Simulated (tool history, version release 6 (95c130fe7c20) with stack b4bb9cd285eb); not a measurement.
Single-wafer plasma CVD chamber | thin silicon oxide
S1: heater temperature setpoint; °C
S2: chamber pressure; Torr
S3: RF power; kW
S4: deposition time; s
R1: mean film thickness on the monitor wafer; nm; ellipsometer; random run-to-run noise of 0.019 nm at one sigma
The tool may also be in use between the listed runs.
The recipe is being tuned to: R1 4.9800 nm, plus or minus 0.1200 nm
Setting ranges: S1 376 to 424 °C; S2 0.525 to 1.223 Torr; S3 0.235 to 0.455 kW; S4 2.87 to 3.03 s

{"run": 1, "hour": 0.0, "S1": 400, "S2": 0.874, "S3": 0.345, "S4": 3.03, "R1": 5.9953}
{"run": 2, "hour": 3.6, "S1": 400, "S2": 0.874, "S3": 0.32, "S4": 3.03, "R1": 5.8539}
{"run": 3, "hour": 10.6, "S1": 400, "S2": 0.839, "S3": 0.32, "S4": 3.03, "R1": 5.699}
{"run": 4, "hour": 16.9, "S1": 400, "S2": 0.839, "S3": 0.29, "S4": 3.03, "R1": 5.4931}
{"run": 5, "hour": 18.2, "S1": 400, "S2": 0.839, "S3": 0.315, "S4": 3.03, "R1": 5.6681}
{"run": 6, "hour": 20.3, "S1": 400, "S2": 0.808, "S3": 0.315, "S4": 3.03, "R1": 5.4638}
{"run": 7, "hour": 24.8, "S1": 400, "S2": 0.788, "S3": 0.315, "S4": 3.03, "R1": 5.353}
{"run": 8, "hour": 28.7, "S1": 400, "S2": 0.773, "S3": 0.315, "S4": 3.03, "R1": 5.323}
{"run": 9, "hour": 29.8, "S1": 400, "S2": 0.773, "S3": 0.315, "S4": 3.03, "R1": 5.3094}
{"run": 10, "hour": 35.4, "S1": 400, "S2": 0.7, "S3": 0.31, "S4": 3.03, "R1": 4.8025}

Consider the 4 candidate settings below. Which is the only one whose results all fall within their allowed miss of target?
{"run": "A", "hour": 41.0, "S1": 399, "S2": 0.763, "S3": 0.3, "S4": 2.92, "R1": "?"}
{"run": "B", "hour": 41.0, "S1": 393, "S2": 0.851, "S3": 0.245, "S4": 3.03, "R1": "?"}
{"run": "C", "hour": 41.0, "S1": 398, "S2": 0.73, "S3": 0.345, "S4": 3.03, "R1": "?"}
{"run": "D", "hour": 41.0, "S1": 408, "S2": 0.857, "S3": 0.245, "S4": 3.03, "R1": "?"}

move=A R1=4.9621
move=B R1=5.2370
move=C R1=5.2107
move=D R1=5.2192
A: all results land within tolerance of their targets
B: carries the result that was furthest off beyond its target, to the other side
C: carries the result that was furthest off beyond its target, to the other side
D: carries the result that was furthest off beyond its target, to the other side
The right move is A.
